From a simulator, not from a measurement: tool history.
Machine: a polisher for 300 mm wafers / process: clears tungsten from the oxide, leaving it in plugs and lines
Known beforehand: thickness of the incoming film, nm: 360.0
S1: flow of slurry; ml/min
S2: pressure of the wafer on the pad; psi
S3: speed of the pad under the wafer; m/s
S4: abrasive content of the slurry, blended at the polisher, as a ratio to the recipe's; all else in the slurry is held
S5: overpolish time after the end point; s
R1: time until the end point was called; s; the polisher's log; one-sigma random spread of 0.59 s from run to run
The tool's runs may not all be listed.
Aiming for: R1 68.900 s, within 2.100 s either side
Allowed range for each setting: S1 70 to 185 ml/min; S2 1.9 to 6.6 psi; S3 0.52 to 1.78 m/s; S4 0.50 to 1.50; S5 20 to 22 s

run 1 hour=0.0 | S1=120 S2=4.2 S3=1.14 S4=1.00 S5=20 | R1=53.786
run 2 hour=7.6 | S1=120 S2=4.2 S3=1.14 S4=1.20 S5=20 | R1=50.510
run 3 hour=14.2 | S1=115 S2=3.9 S3=1.14 S4=1.20 S5=20 | R1=54.852
run 4 hour=19.2 | S1=110 S2=3.7 S3=1.14 S4=1.20 S5=20 | R1=58.822
run 5 hour=25.1 | S1=120 S2=3.7 S3=1.14 S4=1.20 S5=20 | R1=56.709
run 6 hour=30.7 | S1=120 S2=3.7 S3=1.14 S4=1.30 S5=20 | R1=55.583
run 7 hour=31.2 | S1=110 S2=3.5 S3=1.14 S4=1.30 S5=20 | R1=59.778
run 8 hour=33.3 | S1=105 S2=3.4 S3=1.14 S4=1.30 S5=20 | R1=62.716
run 9 hour=36.4 | S1=100 S2=3.4 S3=1.14 S4=1.30 S5=20 | R1=64.096
run 10 hour=41.7 | S1=95 S2=3.4 S3=1.14 S4=1.30 S5=20 | R1=64.506
run 11 hour=50.3 | S1=90 S2=3.4 S3=1.14 S4=1.30 S5=20 | R1=64.927
run 12 hour=54.9 | S1=80 S2=3.2 S3=1.14 S4=1.30 S5=20 | R1=71.260

Which of these 4 next moves meets every target?
run A hour=59.5 | S1=75 S2=3.0 S3=1.22 S4=1.30 S5=20 | R1=?
run B hour=59.5 | S1=70 S2=2.9 S3=1.24 S4=1.50 S5=21 | R1=?
run C hour=59.5 | S1=85 S2=3.2 S3=1.08 S4=1.35 S5=20 | R1=?
run D hour=59.5 | S1=120 S2=2.9 S3=1.18 S4=1.30 S5=20 | R1=?

move=A R1=71.779
move=B R1=71.701
move=C R1=71.979
move=D R1=66.963
A: misses by more than the last run did
B: misses by more than the last run did
C: misses by more than the last run did
D: each result inside its tolerance
Move D is the one to make.

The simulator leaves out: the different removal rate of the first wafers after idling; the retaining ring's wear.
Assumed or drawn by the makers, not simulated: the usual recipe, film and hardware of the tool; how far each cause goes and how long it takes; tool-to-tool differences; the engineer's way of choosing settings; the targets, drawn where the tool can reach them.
